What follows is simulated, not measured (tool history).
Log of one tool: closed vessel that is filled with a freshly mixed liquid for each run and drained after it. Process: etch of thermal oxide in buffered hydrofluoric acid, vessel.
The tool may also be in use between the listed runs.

run	day	temperature setpoint of the liquid (K)	parts of 40 % ammonium fluoride to one part of 49 % hydrofluoric acid (parts by volume)	time in the liquid (s)	thickness taken off the thermal oxide on a monitor wafer (angstrom)
1	0	297.15	21	30	172.51
2	0.1	297.15	21	30	169.93
3	0.4	294.15	21	30	145.81
4	0.55	295.65	21	30	159.73
5	0.758	295.65	21	30	159.32
6	1.088	295.65	21	30	159.5

Predict the results of run 7:
7	1.321	299.65	14	30	?

Logged for run 7: thickness taken off the thermal oxide on a monitor wafer (angstrom) 291.06.
